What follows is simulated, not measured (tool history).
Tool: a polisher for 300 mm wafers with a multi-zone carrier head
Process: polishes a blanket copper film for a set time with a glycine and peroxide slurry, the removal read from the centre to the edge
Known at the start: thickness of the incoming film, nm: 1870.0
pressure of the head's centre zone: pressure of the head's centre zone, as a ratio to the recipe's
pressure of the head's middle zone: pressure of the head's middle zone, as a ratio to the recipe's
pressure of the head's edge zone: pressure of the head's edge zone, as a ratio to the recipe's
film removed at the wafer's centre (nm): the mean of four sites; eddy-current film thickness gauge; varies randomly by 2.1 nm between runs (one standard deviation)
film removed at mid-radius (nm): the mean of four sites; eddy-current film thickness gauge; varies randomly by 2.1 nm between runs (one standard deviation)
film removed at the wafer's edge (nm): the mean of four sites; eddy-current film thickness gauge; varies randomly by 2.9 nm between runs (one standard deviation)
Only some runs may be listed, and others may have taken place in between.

run,day,flow of slurry (ml/min),pressure of the head's centre zone,pressure of the head's middle zone,pressure of the head's edge zone,polishing time (s),film removed at the wafer's centre (nm),film removed at mid-radius (nm),film removed at the wafer's edge (nm)
1,0.000,130,1.00,1.00,1.00,51,300.94,303.08,310.03
2,0.279,125,1.00,0.99,1.00,51,303.44,297.47,307.42
3,0.417,120,1.00,0.99,1.00,51,301.24,296.95,308.02
4,0.729,120,1.00,0.99,1.06,51,298.97,299.70,309.69
5,0.975,115,1.00,0.99,1.06,51,295.09,293.63,307.01
6,1.208,115,1.00,0.99,1.06,41,235.75,239.78,248.34
7,1.400,115,1.00,0.99,1.06,41,239.87,237.77,249.91
8,1.746,115,1.00,0.99,1.06,41,236.52,237.10,253.11
9,1.792,120,1.01,0.99,1.07,41,239.35,240.21,253.34
10,1.954,125,1.02,0.99,1.08,41,249.82,242.82,256.72
11,1.988,125,1.02,0.99,1.08,41,248.82,239.73,252.42
12,2.362,125,1.02,0.99,1.08,41,244.69,241.50,255.24
13,2.475,125,1.02,0.99,1.08,41,246.55,241.35,258.33
14,2.738,130,1.03,0.99,1.08,41,251.36,246.16,260.25
15,2.900,135,1.04,0.99,1.08,41,257.57,245.97,253.55
16,3.000,140,1.04,0.98,1.09,41,254.42,240.90,255.81
17,3.046,140,1.04,0.98,1.10,42,264.44,250.87,266.80

For run 18, what comes out?
18,3.412,145,1.04,0.98,1.11,42,?,?,?

{"run 18": {"film removed at the wafer's centre (nm)": 261.92, "film removed at mid-radius (nm)": 249.33, "film removed at the wafer's edge (nm)": 271.9}}
